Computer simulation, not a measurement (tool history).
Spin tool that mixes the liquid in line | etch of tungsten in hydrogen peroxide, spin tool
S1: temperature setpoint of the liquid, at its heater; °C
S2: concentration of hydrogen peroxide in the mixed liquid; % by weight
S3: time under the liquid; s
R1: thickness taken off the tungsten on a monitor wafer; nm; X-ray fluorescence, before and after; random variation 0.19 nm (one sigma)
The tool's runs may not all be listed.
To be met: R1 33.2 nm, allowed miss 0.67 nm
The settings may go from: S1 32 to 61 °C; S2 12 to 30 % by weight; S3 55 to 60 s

| run | day | S1 | S2 | S3 | R1 |
|---|---|---|---|---|---|
| 1 | 0 | 45 | 21 | 55 | 87.727 |
| 2 | 0.35 | 41.5 | 19.5 | 55 | 68.26 |
| 3 | 0.579 | 39 | 18 | 55 | 55.121 |
| 4 | 0.754 | 35.5 | 18 | 55 | 43.933 |
| 5 | 1.058 | 38.5 | 18 | 55 | 53.205 |
| 6 | 1.146 | 38.5 | 18 | 60 | 58.515 |
| 7 | 1.175 | 36.5 | 17 | 60 | 49.788 |
|  | 1.233 | peroxide flow meter replaced |
| 8 | 1.233 | 35.5 | 16 | 60 | 46.905 |
| 9 | 1.521 | 34.5 | 15 | 60 | 42.081 |
| 10 | 1.842 | 34 | 14.5 | 60 | 40.703 |
| 11 | 2.117 | 33.5 | 14 | 60 | 38.598 |
| 12 | 2.467 | 33 | 13.5 | 60 | 36.606 |
| 13 | 2.538 | 32.5 | 13 | 60 | 34.6 |

Which of these 5 next moves meets every target?
| A | 2.608 | 34 | 12 | 60 | ? |
| B | 2.608 | 34.5 | 12 | 55 | ? |
| C | 2.608 | 33 | 13.5 | 55 | ? |
| D | 2.608 | 32 | 14 | 55 | ? |
| E | 2.608 | 33 | 13 | 60 | ? |

| move | R1 |
|---|---|
| A | 36.605 |
| B | 34.707 |
| C | 33.255 |
| D | 31.629 |
| E | 35.6 |
A: further off than the last run
B: further off than the last run
C: meets every target
D: takes the result that was furthest off past its target
E: further off than the last run
The right move is C.
